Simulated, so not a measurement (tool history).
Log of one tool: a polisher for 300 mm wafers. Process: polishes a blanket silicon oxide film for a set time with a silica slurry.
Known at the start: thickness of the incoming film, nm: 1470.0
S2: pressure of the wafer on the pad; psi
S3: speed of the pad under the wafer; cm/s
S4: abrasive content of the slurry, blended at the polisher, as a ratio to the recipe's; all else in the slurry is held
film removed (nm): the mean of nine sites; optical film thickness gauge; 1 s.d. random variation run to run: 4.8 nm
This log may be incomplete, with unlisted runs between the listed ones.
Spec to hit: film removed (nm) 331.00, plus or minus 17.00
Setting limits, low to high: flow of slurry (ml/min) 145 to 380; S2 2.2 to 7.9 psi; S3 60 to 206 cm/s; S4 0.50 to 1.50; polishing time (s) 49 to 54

Run 1, hour 0.0: flow of slurry (ml/min) 245, S2 5.0 psi, S3 132 cm/s, S4 1.00, polishing time (s) 54. Result: film removed (nm) 236.08.
Run 2, hour 3.5: flow of slurry (ml/min) 245, S2 5.0 psi, S3 132 cm/s, S4 0.80, polishing time (s) 54. Result: film removed (nm) 198.51.
Run 3, hour 5.5: flow of slurry (ml/min) 200, S2 5.0 psi, S3 132 cm/s, S4 0.80, polishing time (s) 54. Result: film removed (nm) 199.92.
Run 4, hour 6.5: flow of slurry (ml/min) 200, S2 6.3 psi, S3 132 cm/s, S4 0.80, polishing time (s) 54. Result: film removed (nm) 233.41.
Run 5, hour 15.1: flow of slurry (ml/min) 200, S2 6.5 psi, S3 136 cm/s, S4 0.80, polishing time (s) 54. Result: film removed (nm) 237.13.
Run 6, hour 18.1: flow of slurry (ml/min) 200, S2 6.5 psi, S3 116 cm/s, S4 0.80, polishing time (s) 54. Result: film removed (nm) 215.62.
Run 7, hour 19.3: flow of slurry (ml/min) 200, S2 6.7 psi, S3 122 cm/s, S4 0.80, polishing time (s) 54. Result: film removed (nm) 229.76.
Run 8, hour 25.4: flow of slurry (ml/min) 200, S2 6.9 psi, S3 128 cm/s, S4 0.80, polishing time (s) 54. Result: film removed (nm) 243.18.
Run 9, hour 30.2: flow of slurry (ml/min) 200, S2 7.1 psi, S3 132 cm/s, S4 0.80, polishing time (s) 54. Result: film removed (nm) 250.96.
Run 10, hour 38.9: flow of slurry (ml/min) 200, S2 7.2 psi, S3 138 cm/s, S4 0.80, polishing time (s) 54. Result: film removed (nm) 267.99.
Run 11, hour 45.6: flow of slurry (ml/min) 200, S2 7.3 psi, S3 142 cm/s, S4 0.80, polishing time (s) 54. Result: film removed (nm) 268.78.
Run 12, hour 53.7: flow of slurry (ml/min) 200, S2 7.4 psi, S3 146 cm/s, S4 0.80, polishing time (s) 54. Result: film removed (nm) 289.31.
Run 13, hour 54.9: flow of slurry (ml/min) 200, S2 7.5 psi, S3 148 cm/s, S4 0.80, polishing time (s) 54. Result: film removed (nm) 296.61.
Run 14, hour 59.5: flow of slurry (ml/min) 200, S2 7.6 psi, S3 150 cm/s, S4 0.80, polishing time (s) 54. Result: film removed (nm) 294.93.
Run 15, hour 61.0: flow of slurry (ml/min) 200, S2 7.6 psi, S3 152 cm/s, S4 0.80, polishing time (s) 54. Result: film removed (nm) 297.51.
Run 16, hour 62.1: flow of slurry (ml/min) 200, S2 7.6 psi, S3 154 cm/s, S4 0.80, polishing time (s) 54. Result: film removed (nm) 301.94.
Run 17, hour 69.1: flow of slurry (ml/min) 200, S2 7.6 psi, S3 156 cm/s, S4 0.80, polishing time (s) 54. Result: film removed (nm) 303.45.
Run 18, hour 74.8: flow of slurry (ml/min) 200, S2 7.6 psi, S3 158 cm/s, S4 0.80, polishing time (s) 54. Result: film removed (nm) 313.56.

Exercise: of the 5 proposed moves below, exactly one satisfies all targets within the stated allowed misses. Which move is it?
Run A, hour 80.5: flow of slurry (ml/min) 280, S2 7.8 psi, S3 176 cm/s, S4 0.85, polishing time (s) 54. Result: film removed (nm) ?.
Run B, hour 80.5: flow of slurry (ml/min) 240, S2 7.9 psi, S3 154 cm/s, S4 1.00, polishing time (s) 54. Result: film removed (nm) ?.
Run C, hour 80.5: flow of slurry (ml/min) 210, S2 7.9 psi, S3 162 cm/s, S4 0.95, polishing time (s) 54. Result: film removed (nm) ?.
Run D, hour 80.5: flow of slurry (ml/min) 205, S2 7.9 psi, S3 152 cm/s, S4 0.85, polishing time (s) 54. Result: film removed (nm) ?.
Run E, hour 80.5: flow of slurry (ml/min) 280, S2 7.4 psi, S3 150 cm/s, S4 0.75, polishing time (s) 54. Result: film removed (nm) ?.

move  film removed (nm)
   A             375.11
   B             379.08
   C             374.35
   D             324.78
   E             281.56
A: the result that was furthest off in the last run now lies on the other side of its target
B: the result that was furthest off in the last run now lies on the other side of its target
C: the result that was furthest off in the last run now lies on the other side of its target
D: meets every target
E: misses by more than the last run did
Move D is the one to make.

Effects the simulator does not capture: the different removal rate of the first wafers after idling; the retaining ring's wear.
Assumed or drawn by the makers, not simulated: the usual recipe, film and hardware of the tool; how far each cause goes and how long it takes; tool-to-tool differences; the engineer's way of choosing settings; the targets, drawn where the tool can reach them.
